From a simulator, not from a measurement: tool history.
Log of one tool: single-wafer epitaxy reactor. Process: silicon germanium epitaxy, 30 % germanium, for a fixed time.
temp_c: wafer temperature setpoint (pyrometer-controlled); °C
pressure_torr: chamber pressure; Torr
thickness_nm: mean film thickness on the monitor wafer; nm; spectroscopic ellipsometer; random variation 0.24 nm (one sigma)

run,day,temp_c,pressure_torr,thickness_nm
1,0,600,24.4,60.426
2,0.217,597,24.3,56.793
3,0.379,597,27.4,59.7
4,0.517,597,31,63.409
5,0.85,594,30.9,59.736
6,1.208,591,30.8,55.322

Forecast run 7:
7,1.275,589,30.8,?

Run 7 gave thickness_nm 53.264 nm.
